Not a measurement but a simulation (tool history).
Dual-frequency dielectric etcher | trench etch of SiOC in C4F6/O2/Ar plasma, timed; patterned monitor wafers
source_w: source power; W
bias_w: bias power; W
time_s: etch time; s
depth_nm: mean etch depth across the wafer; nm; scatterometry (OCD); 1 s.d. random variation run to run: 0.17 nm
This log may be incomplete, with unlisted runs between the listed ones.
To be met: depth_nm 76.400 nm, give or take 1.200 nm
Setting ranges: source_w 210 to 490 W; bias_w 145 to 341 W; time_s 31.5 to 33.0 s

run,hour,source_w,bias_w,time_s,depth_nm
1,0.0,350,243,31.5,71.561
2,6.9,350,210,31.5,68.241
3,9.0,350,189,31.5,65.877
4,13.8,370,190,31.5,67.405
5,19.1,380,191,31.5,68.046
6,26.8,380,211,31.5,70.544
7,29.2,390,212,31.5,71.386
8,30.6,400,213,31.5,71.594

Pick the move, out of 5, that brings all results within their allowed miss; only one does.
A,32.0,400,216,32.0,?
B,32.0,320,203,32.0,?
C,32.0,380,230,32.0,?
D,32.0,470,212,31.5,?
E,32.0,430,207,31.5,?

move,depth_nm
A,73.438
B,66.347
C,73.526
D,76.298
E,73.266
A: closes in on the targets versus the last run, not all within tolerance yet
B: its largest miss is bigger than the last run's
C: closes in on the targets versus the last run, not all within tolerance yet
D: every result within its allowed miss
E: closes in on the targets versus the last run, not all within tolerance yet
Go with D: it meets all targets.

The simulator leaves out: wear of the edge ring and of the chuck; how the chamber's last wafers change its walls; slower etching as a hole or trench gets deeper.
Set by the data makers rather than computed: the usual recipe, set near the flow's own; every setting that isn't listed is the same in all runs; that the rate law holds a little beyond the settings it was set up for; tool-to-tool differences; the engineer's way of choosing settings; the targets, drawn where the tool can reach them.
